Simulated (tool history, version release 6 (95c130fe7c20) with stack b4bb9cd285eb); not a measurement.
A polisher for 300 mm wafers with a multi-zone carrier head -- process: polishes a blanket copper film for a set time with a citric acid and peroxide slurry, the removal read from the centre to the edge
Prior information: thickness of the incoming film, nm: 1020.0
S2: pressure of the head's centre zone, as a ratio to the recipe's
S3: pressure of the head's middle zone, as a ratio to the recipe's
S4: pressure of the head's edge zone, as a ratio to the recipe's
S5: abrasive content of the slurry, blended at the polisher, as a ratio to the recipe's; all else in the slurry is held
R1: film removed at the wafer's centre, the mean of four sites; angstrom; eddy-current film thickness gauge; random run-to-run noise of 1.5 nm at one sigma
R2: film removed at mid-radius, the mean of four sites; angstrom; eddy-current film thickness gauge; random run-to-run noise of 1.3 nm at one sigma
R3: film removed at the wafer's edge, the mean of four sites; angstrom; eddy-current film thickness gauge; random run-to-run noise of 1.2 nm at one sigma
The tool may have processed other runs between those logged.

run 1 hour=0 | flow_of_slurry_(ml/min)=280 S2=1 S3=1 S4=1 S5=1 polishing_time_(s)=56 | R1=1282.7 R2=1250.2 R3=1227.2
run 2 hour=3.5 | flow_of_slurry_(ml/min)=305 S2=1 S3=1 S4=1 S5=1 polishing_time_(s)=56 | R1=1313.7 R2=1259.8 R3=1229.1
run 3 hour=7.5 | flow_of_slurry_(ml/min)=305 S2=1 S3=1 S4=1.08 S5=1 polishing_time_(s)=56 | R1=1309.8 R2=1246.8 R3=1304.7
run 4 hour=11.3 | flow_of_slurry_(ml/min)=305 S2=1 S3=1.03 S4=1.08 S5=1 polishing_time_(s)=56 | R1=1317.6 R2=1325.4 R3=1278.6
run 5 hour=19.8 | flow_of_slurry_(ml/min)=305 S2=1 S3=1.03 S4=1.08 S5=1 polishing_time_(s)=47 | R1=1088.2 R2=1073.3 R3=1088.1
run 6 hour=26 | flow_of_slurry_(ml/min)=270 S2=1 S3=1.03 S4=1.08 S5=1 polishing_time_(s)=47 | R1=1086.7 R2=1082.6 R3=1063.1
run 7 hour=29.7 | flow_of_slurry_(ml/min)=270 S2=0.99 S3=1.04 S4=1.08 S5=1 polishing_time_(s)=47 | R1=1086.4 R2=1066.8 R3=1071.8

What does the tool deliver on the next run?
run 8 hour=38.4 | flow_of_slurry_(ml/min)=275 S2=0.98 S3=1.05 S4=1.08 S5=1 polishing_time_(s)=47 | R1=? R2=? R3=?

{"run 8": {"R1": 1060.9, "R2": 1105.6, "R3": 1052.1}}

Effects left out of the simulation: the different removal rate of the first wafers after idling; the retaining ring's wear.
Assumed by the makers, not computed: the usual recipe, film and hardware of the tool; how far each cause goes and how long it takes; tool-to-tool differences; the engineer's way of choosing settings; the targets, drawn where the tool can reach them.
